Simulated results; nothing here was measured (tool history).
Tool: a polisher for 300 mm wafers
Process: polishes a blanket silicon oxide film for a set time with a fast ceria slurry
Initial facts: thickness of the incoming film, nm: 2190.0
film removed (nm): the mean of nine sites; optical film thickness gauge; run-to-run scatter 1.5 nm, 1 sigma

| run | hour | flow of slurry (ml/min) | pressure of the wafer on the pad (kPa) | speed of the pad under the wafer (cm/s) | polishing time (s) | film removed (nm) |
|---|---|---|---|---|---|---|
| 1 | 0.0 | 200 | 11.7 | 96 | 22 | 218.31 |
| 2 | 0.9 | 200 | 10.3 | 94 | 22 | 188.87 |
| 3 | 7.5 | 200 | 13.1 | 94 | 22 | 240.75 |
| 4 | 13.3 | 200 | 11.0 | 92 | 22 | 198.45 |
| 5 | 15.0 | 200 | 9.7 | 90 | 22 | 170.67 |
| 6 | 16.1 | 200 | 9.7 | 90 | 22 | 169.96 |
| 7 | 20.0 | 200 | 9.0 | 90 | 22 | 162.49 |

The next listed run, before its measurement:
| 8 | 26.0 | 200 | 8.3 | 88 | 22 | ? |

film removed (nm): 145.39

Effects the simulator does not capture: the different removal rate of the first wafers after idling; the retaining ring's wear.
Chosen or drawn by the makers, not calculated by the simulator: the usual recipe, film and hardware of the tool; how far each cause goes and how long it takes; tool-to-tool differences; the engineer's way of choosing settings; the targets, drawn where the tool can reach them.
